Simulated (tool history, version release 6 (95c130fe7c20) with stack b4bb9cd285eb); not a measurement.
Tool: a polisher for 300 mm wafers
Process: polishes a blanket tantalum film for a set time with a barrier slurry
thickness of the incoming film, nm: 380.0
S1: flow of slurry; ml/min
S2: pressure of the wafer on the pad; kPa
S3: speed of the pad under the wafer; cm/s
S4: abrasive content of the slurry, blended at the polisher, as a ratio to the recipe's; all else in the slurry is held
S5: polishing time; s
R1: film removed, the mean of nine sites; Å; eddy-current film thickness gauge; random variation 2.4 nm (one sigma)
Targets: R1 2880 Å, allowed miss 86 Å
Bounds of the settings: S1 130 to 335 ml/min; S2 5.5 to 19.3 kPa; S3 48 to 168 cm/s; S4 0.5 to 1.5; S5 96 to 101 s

run	hour	S1	S2	S3	S4	S5	R1
1	0	215	12.4	108	1	96	1782.6
2	4.1	220	13.8	108	1	96	1980.7
3	11.5	220	13.8	88	1	96	1640.9
4	17.9	220	13.8	104	1	96	1914.1
5	21.8	220	14.5	104	1	96	2013
6	24.9	220	15.2	104	1	96	2117.5
7	25.5	225	15.9	104	1	96	2191.7
8	30.7	225	15.9	104	1	96	2244.3

Which of these 5 next moves meets every target?
A	35.9	255	16.5	114	0.95	101	?
B	35.9	215	17.9	126	0.95	101	?
C	35.9	175	19.3	114	1.15	101	?
D	35.9	190	15.9	118	1.5	101	?
E	35.9	235	17.9	104	1	101	?

move	R1
A	2670.1
B	3132.2
C	3153.9
D	2888.3
E	2661.3
A: nearer than the last run, and not there yet
B: takes the result that was furthest off past its target
C: takes the result that was furthest off past its target
D: meets every target
E: nearer than the last run, and not there yet
The right move is D.
